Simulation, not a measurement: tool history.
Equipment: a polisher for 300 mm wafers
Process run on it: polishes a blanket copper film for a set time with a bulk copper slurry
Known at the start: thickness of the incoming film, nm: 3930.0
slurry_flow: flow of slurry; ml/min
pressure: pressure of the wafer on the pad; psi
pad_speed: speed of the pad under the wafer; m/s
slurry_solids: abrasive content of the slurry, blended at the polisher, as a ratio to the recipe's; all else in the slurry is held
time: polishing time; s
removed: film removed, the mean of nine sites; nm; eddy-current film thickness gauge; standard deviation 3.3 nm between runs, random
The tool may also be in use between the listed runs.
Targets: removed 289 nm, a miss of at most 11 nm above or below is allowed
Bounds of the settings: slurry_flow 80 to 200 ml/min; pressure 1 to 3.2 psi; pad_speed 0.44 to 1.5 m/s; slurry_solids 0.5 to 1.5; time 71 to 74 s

Run 1, day 0: slurry_flow 130 ml/min, pressure 2.1 psi, pad_speed 0.96 m/s, slurry_solids 1, time 71 s. Result: removed 476.47 nm.
Run 2, day 0.146: slurry_flow 110 ml/min, pressure 2.1 psi, pad_speed 0.96 m/s, slurry_solids 1, time 71 s. Result: removed 459.07 nm.
Run 3, day 0.442: slurry_flow 110 ml/min, pressure 1.9 psi, pad_speed 0.96 m/s, slurry_solids 1, time 71 s. Result: removed 435.59 nm.
Run 4, day 0.579: slurry_flow 110 ml/min, pressure 1.9 psi, pad_speed 0.96 m/s, slurry_solids 1, time 71 s. Result: removed 424.92 nm.
Run 5, day 0.917: slurry_flow 110 ml/min, pressure 1.9 psi, pad_speed 1.12 m/s, slurry_solids 1, time 71 s. Result: removed 492.16 nm.
Run 6, day 1.25: slurry_flow 110 ml/min, pressure 1.7 psi, pad_speed 1.08 m/s, slurry_solids 1, time 71 s. Result: removed 452.42 nm.
Run 7, day 1.279: slurry_flow 110 ml/min, pressure 1.6 psi, pad_speed 1.04 m/s, slurry_solids 1, time 71 s. Result: removed 416.75 nm.
Run 8, day 1.562: slurry_flow 110 ml/min, pressure 1.5 psi, pad_speed 1.02 m/s, slurry_solids 1, time 71 s. Result: removed 390.93 nm.
Run 9, day 1.688: slurry_flow 110 ml/min, pressure 1.4 psi, pad_speed 1 m/s, slurry_solids 1, time 71 s. Result: removed 373.87 nm.
Run 10, day 1.929: slurry_flow 110 ml/min, pressure 1.3 psi, pad_speed 0.98 m/s, slurry_solids 1, time 71 s. Result: removed 358.94 nm.
Run 11, day 2.025: slurry_flow 110 ml/min, pressure 1.2 psi, pad_speed 0.96 m/s, slurry_solids 1, time 71 s. Result: removed 333.7 nm.
Run 12, day 2.35: slurry_flow 110 ml/min, pressure 1.2 psi, pad_speed 0.94 m/s, slurry_solids 1, time 71 s. Result: removed 336.46 nm.

Below are 4 possible settings for the next run. Only one of them brings all results inside the allowed miss of their targets. Which is it?
Run A, day 2.675: slurry_flow 160 ml/min, pressure 1 psi, pad_speed 0.88 m/s, slurry_solids 0.5, time 71 s. Result: removed ?.
Run B, day 2.675: slurry_flow 110 ml/min, pressure 1 psi, pad_speed 0.86 m/s, slurry_solids 1.1, time 73 s. Result: removed ?.
Run C, day 2.675: slurry_flow 100 ml/min, pressure 1.1 psi, pad_speed 0.74 m/s, slurry_solids 1.25, time 71 s. Result: removed ?.
Run D, day 2.675: slurry_flow 110 ml/min, pressure 1.1 psi, pad_speed 0.8 m/s, slurry_solids 0.95, time 71 s. Result: removed ?.

move  removed
   A   257.27
   B   288.86
   C   256.89
   D   264.62
A: takes the biggest miss from the last run beyond its target
B: in spec on every target
C: takes the biggest miss from the last run beyond its target
D: takes the biggest miss from the last run beyond its target
The right move is B.
